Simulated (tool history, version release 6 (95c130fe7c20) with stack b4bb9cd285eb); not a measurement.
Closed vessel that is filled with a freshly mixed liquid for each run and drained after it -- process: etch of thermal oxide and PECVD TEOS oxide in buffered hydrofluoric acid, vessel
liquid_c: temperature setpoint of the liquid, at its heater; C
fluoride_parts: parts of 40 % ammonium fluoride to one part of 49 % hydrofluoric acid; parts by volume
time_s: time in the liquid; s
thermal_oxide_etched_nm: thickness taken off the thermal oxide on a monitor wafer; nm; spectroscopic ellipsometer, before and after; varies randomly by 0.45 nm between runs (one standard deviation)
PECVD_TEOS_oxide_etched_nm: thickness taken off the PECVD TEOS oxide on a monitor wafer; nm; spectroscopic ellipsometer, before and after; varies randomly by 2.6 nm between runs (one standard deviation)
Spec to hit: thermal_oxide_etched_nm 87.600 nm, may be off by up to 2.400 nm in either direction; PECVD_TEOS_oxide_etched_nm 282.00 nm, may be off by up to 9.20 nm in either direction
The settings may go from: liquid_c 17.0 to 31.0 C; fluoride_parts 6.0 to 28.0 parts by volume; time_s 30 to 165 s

run  hour  liquid_c  fluoride_parts  time_s  thermal_oxide_etched_nm  PECVD_TEOS_oxide_etched_nm
  1   0.0      23.0            17.0      85                   53.874                      170.92
  2   6.6      25.5            16.5      85                   63.401                      207.25
  3   9.8      25.5            13.0      85                   80.772                      263.53
  4  12.0      26.0            13.0      85                   82.591                      265.87
  5  17.1      26.0            13.0     105                  102.250                      328.61
  6  20.8      26.0             8.5     105                  149.820                      492.45
  7  26.3      23.5             9.0     105                  121.690                      402.31
  8  32.0      22.0             9.0     105                  113.930                      365.42
  9  39.3      21.0             9.0     105                  107.670                      345.13
 10  40.9      20.0             9.0     105                  101.780                      332.20
 11  47.3      19.0             9.0     105                   95.755                      309.55
 12  55.2      18.5             9.0     105                   93.535                      302.05
 13  59.1      18.0             9.0     105                   90.536                      296.94

Exactly one of the 5 candidate moves below puts every result within its allowed miss. Which one?
  A  63.0      23.0            16.0     120                        ?                           ?
  B  63.0      31.0            22.5     120                        ?                           ?
  C  63.0      19.5            10.5     105                        ?                           ?
  D  63.0      24.0            11.5      85                        ?                           ?
  E  63.0      20.0            17.5     155                        ?                           ?

move  thermal_oxide_etched_nm  PECVD_TEOS_oxide_etched_nm
   A                   80.797                      260.59
   B                   91.976                      296.64
   C                   87.933                      283.60
   D                   83.567                      269.52
   E                   80.875                      260.84
A: takes the result that was furthest off past its target
B: misses by more than the last run did
C: every result lands within tolerance
D: takes the result that was furthest off past its target
E: takes the result that was furthest off past its target
Correct choice: C, which meets every target

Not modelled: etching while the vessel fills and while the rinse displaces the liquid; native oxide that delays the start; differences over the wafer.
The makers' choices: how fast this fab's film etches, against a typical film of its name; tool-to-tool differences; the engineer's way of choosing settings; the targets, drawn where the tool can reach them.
